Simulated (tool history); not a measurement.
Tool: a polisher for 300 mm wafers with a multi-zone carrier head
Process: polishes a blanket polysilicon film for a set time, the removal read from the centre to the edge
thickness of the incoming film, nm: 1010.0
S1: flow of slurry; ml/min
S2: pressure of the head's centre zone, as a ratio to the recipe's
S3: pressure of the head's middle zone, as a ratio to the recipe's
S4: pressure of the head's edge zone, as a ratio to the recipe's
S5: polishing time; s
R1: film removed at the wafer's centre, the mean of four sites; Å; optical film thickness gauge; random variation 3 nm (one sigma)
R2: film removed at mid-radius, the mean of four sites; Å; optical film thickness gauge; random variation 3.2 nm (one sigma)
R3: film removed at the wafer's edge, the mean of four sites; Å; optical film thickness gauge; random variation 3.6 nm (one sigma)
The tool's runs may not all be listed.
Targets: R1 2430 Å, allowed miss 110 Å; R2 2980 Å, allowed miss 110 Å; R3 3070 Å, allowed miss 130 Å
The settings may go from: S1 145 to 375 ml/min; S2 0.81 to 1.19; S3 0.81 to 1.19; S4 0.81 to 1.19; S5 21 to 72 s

Run 1, hour 0: S1 240 ml/min, S2 1, S3 1, S4 1, S5 46 s. Result: R1 3719.4 Å, R2 3833.8 Å, R3 3897.8 Å.
Run 2, hour 3.3: S1 240 ml/min, S2 1, S3 1, S4 1, S5 39 s. Result: R1 3228.2 Å, R2 3228 Å, R3 3287.2 Å.
Run 3, hour 6.1: S1 225 ml/min, S2 0.94, S3 1, S4 1, S5 38 s. Result: R1 2883.5 Å, R2 3152.7 Å, R3 3263.5 Å.
Run 4, hour 7.2: S1 200 ml/min, S2 0.94, S3 1, S4 1, S5 38 s. Result: R1 2869 Å, R2 3078 Å, R3 3060.7 Å.
Run 5, hour 12.4: S1 195 ml/min, S2 0.9, S3 0.99, S4 1, S5 38 s. Result: R1 2700.9 Å, R2 3076.9 Å, R3 3145.7 Å.
Run 6, hour 15.2: S1 185 ml/min, S2 0.88, S3 0.99, S4 1, S5 38 s. Result: R1 2664.3 Å, R2 3022.3 Å, R3 3073 Å.
Run 7, hour 16.7: S1 185 ml/min, S2 0.86, S3 0.99, S4 1, S5 38 s. Result: R1 2530.3 Å, R2 3027.8 Å, R3 3051.3 Å.
Run 8, hour 24.9: S1 185 ml/min, S2 0.86, S3 0.99, S4 1, S5 38 s. Result: R1 2580.9 Å, R2 3021 Å, R3 3158.2 Å.
Run 9, hour 30.8: S1 180 ml/min, S2 0.85, S3 0.99, S4 1, S5 38 s. Result: R1 2551.2 Å, R2 2998.7 Å, R3 3109.3 Å.

Which of these 5 next moves meets every target?
Run A, hour 36.7: S1 145 ml/min, S2 0.91, S3 0.98, S4 0.93, S5 39 s. Result: R1 ?, R2 ?, R3 ?.
Run B, hour 36.7: S1 145 ml/min, S2 0.91, S3 0.98, S4 0.96, S5 38 s. Result: R1 ?, R2 ?, R3 ?.
Run C, hour 36.7: S1 155 ml/min, S2 0.88, S3 0.92, S4 0.98, S5 39 s. Result: R1 ?, R2 ?, R3 ?.
Run D, hour 36.7: S1 160 ml/min, S2 0.95, S3 0.97, S4 0.95, S5 38 s. Result: R1 ?, R2 ?, R3 ?.
Run E, hour 36.7: S1 180 ml/min, S2 0.84, S3 1.01, S4 1.02, S5 37 s. Result: R1 ?, R2 ?, R3 ?.

move      R1      R2      R3
   A  2664.3  3014.8  3021.3
   B    2596  2937.3  2988.1
   C  2600.6    2897  3119.3
   D  2750.8  2951.5  3001.9
   E  2405.7  3011.1  3055.5
A: further off than the last run
B: further off than the last run
C: further off than the last run
D: further off than the last run
E: meets every target
Answer: E
